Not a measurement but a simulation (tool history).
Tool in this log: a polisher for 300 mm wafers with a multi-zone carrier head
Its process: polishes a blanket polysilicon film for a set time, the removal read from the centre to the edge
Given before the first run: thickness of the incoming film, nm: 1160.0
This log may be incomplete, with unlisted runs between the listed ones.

run	hour	flow of slurry (ml/min)	pressure of the head's centre zone	pressure of the head's middle zone	pressure of the head's edge zone	polishing time (s)	film removed at the wafer's centre (nm)	film removed at mid-radius (nm)	film removed at the wafer's edge (nm)
1	0	285	1	1	1	39	485.76	472.93	486.93
2	3.7	295	1.04	1.01	1.02	40	514.71	504.79	496.49
3	5.8	350	1.04	1.01	1.02	40	519.9	496.38	502.61
4	9.8	350	1.04	1.01	1.02	30	396.52	365.84	375.95
5	12.6	355	1.07	1	1.04	34	464.73	419.85	433.67
6	19.7	355	1	1	1.04	34	430.86	413.7	440.82
7	22.7	355	1.05	1	1.07	36	475.83	450.28	455.06
8	30.6	355	1.05	1	1.07	36	476.49	447.24	458.63
9	34.4	360	1.07	0.98	1.08	38	511.83	452.42	494.39

Forecast run 10:
10	39.9	360	1.07	0.98	1.08	38	?	?	?

{"run 10": {"film removed at the wafer's centre (nm)": 519.38, "film removed at mid-radius (nm)": 447.83, "film removed at the wafer's edge (nm)": 486.33}}
